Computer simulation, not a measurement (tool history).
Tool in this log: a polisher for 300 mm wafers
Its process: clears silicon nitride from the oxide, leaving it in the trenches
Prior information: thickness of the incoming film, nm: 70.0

| run | hour | flow of slurry (ml/min) | pressure of the wafer on the pad (kPa) | speed of the pad under the wafer (m/s) | overpolish time after the end point (s) | time until the end point was called (s) |
|---|---|---|---|---|---|---|
| 1 | 0 | 240 | 21.4 | 0.84 | 35 | 89.787 |
| 2 | 2.4 | 240 | 21.4 | 1.04 | 35 | 74.365 |
| 3 | 10.9 | 280 | 21.4 | 1.04 | 35 | 73.835 |
| 4 | 15.7 | 280 | 17.9 | 1.02 | 35 | 84.326 |
| 5 | 21.8 | 280 | 17.9 | 1.02 | 37 | 87.036 |
| 6 | 30 | 280 | 15.2 | 1.02 | 37 | 99.261 |

Forecast run 7:
| 7 | 35.7 | 280 | 9.7 | 1 | 37 | ? |

Run 7 came out at time until the end point was called (s) 144.48.
